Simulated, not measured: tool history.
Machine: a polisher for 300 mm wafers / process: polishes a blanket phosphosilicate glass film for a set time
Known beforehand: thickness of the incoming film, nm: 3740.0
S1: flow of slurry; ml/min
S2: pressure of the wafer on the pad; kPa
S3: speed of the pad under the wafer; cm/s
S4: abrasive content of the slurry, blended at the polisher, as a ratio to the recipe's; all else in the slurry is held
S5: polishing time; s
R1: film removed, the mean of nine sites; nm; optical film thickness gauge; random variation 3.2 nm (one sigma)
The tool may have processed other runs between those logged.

run 1 hour=0.0 | S1=265 S2=24.8 S3=94 S4=1.0 S5=46 | R1=421.80
run 2 hour=6.9 | S1=265 S2=30.3 S3=94 S4=1.0 S5=46 | R1=487.54
run 3 hour=13.9 | S1=265 S2=28.3 S3=94 S4=1.0 S5=46 | R1=478.14
run 4 hour=18.6 | S1=240 S2=28.3 S3=94 S4=1.0 S5=46 | R1=469.33
run 5 hour=26.3 | S1=240 S2=26.2 S3=94 S4=1.0 S5=46 | R1=435.76
run 6 hour=34.1 | S1=240 S2=20.0 S3=94 S4=1.0 S5=46 | R1=364.45
run 7 hour=37.5 | S1=240 S2=19.3 S3=94 S4=1.0 S5=46 | R1=358.90
run 8 hour=41.6 | S1=240 S2=18.6 S3=94 S4=1.0 S5=46 | R1=341.27

Run 9, settings as shown, results not yet in. Your forecast:
run 9 hour=48.1 | S1=240 S2=17.9 S3=94 S4=1.0 S5=46 | R1=?

R1: 336.79 nm
